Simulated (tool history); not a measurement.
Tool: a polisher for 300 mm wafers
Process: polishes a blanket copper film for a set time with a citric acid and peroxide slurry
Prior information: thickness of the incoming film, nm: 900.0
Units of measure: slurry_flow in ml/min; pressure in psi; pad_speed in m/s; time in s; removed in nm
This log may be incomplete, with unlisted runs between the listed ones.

Run 1, hour 0: slurry_flow 265 ml/min, pressure 2.5 psi, pad_speed 1.18 m/s, slurry_solids 1, time 31 s. Result: removed 74.421 nm.
Run 2, hour 8.6: slurry_flow 265 ml/min, pressure 2.9 psi, pad_speed 1.18 m/s, slurry_solids 1, time 31 s. Result: removed 84.384 nm.
Run 3, hour 11.8: slurry_flow 210 ml/min, pressure 2.9 psi, pad_speed 1.18 m/s, slurry_solids 1, time 31 s. Result: removed 83.083 nm.
Run 4, hour 12.5: slurry_flow 210 ml/min, pressure 2.9 psi, pad_speed 1.18 m/s, slurry_solids 1.15, time 31 s. Result: removed 84.34 nm.
Run 5, hour 13.4: slurry_flow 210 ml/min, pressure 2.8 psi, pad_speed 1.18 m/s, slurry_solids 1.15, time 31 s. Result: removed 82 nm.
Run 6, hour 19.3: slurry_flow 210 ml/min, pressure 2.8 psi, pad_speed 1.18 m/s, slurry_solids 1.2, time 31 s. Result: removed 83.05 nm.
At hour 25.6: worn pad replaced by a new one.
Run 7, hour 25.6: slurry_flow 210 ml/min, pressure 2.7 psi, pad_speed 1.18 m/s, slurry_solids 1.2, time 31 s. Result: removed 88.933 nm.
Run 8, hour 34.6: slurry_flow 210 ml/min, pressure 2.5 psi, pad_speed 1.14 m/s, slurry_solids 1.2, time 31 s. Result: removed 81.123 nm.
Run 9, hour 40: slurry_flow 210 ml/min, pressure 2.3 psi, pad_speed 1.12 m/s, slurry_solids 1.2, time 31 s. Result: removed 74.12 nm.
Run 10, hour 44.4: slurry_flow 210 ml/min, pressure 2.2 psi, pad_speed 1.12 m/s, slurry_solids 1.2, time 31 s. Result: removed 71.802 nm.

Run 11, settings as shown, results not yet in. Your forecast:
Run 11, hour 52.1: slurry_flow 205 ml/min, pressure 1.8 psi, pad_speed 1.12 m/s, slurry_solids 1.2, time 31 s. Result: removed ?.

{"run 11": {"removed": 58.702}}

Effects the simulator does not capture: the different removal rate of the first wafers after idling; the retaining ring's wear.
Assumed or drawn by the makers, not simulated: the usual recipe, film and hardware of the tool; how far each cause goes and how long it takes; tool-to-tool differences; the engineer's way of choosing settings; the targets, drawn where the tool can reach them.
